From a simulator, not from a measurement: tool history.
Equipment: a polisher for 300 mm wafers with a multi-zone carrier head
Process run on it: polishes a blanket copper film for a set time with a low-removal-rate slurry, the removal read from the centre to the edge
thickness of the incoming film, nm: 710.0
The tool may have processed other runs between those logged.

| run | day | flow of slurry (ml/min) | pressure of the head's centre zone | pressure of the head's middle zone | pressure of the head's edge zone | abrasive content of the slurry | polishing time (s) | film removed at the wafer's centre (nm) | film removed at mid-radius (nm) | film removed at the wafer's edge (nm) |
|---|---|---|---|---|---|---|---|---|---|---|
| 1 | 0 | 165 | 1 | 1 | 1 | 1 | 89 | 198.64 | 187.09 | 190.03 |
| 2 | 0.038 | 165 | 1 | 1 | 1 | 1 | 102 | 221.06 | 215 | 224.37 |
| 3 | 0.383 | 165 | 1 | 1 | 1.05 | 1 | 102 | 219.59 | 223.71 | 219.88 |
| 4 | 0.517 | 190 | 1 | 1 | 1.05 | 1 | 102 | 230.99 | 217.85 | 229.66 |
| 5 | 0.808 | 175 | 1 | 1 | 1.04 | 0.85 | 90 | 191.19 | 186.75 | 192.92 |
| 6 | 0.971 | 175 | 0.94 | 1 | 1.04 | 0.85 | 90 | 180.37 | 188.47 | 190.15 |
| 7 | 1.171 | 175 | 0.97 | 1.02 | 1 | 0.75 | 80 | 159.32 | 162.01 | 164.68 |
| 8 | 1.317 | 170 | 1.01 | 1.05 | 0.95 | 0.7 | 76 | 153.09 | 154.06 | 147.6 |
| 9 | 1.562 | 120 | 1 | 0.96 | 0.85 | 0.55 | 75 | 131.36 | 127.21 | 126.33 |

What does the tool deliver on the next run?
| 10 | 1.65 | 125 | 1 | 0.96 | 0.85 | 0.55 | 75 | ? | ? | ? |

Run 10 came out at film removed at the wafer's centre (nm) 134.26, film removed at mid-radius (nm) 128.55, film removed at the wafer's edge (nm) 128.07.

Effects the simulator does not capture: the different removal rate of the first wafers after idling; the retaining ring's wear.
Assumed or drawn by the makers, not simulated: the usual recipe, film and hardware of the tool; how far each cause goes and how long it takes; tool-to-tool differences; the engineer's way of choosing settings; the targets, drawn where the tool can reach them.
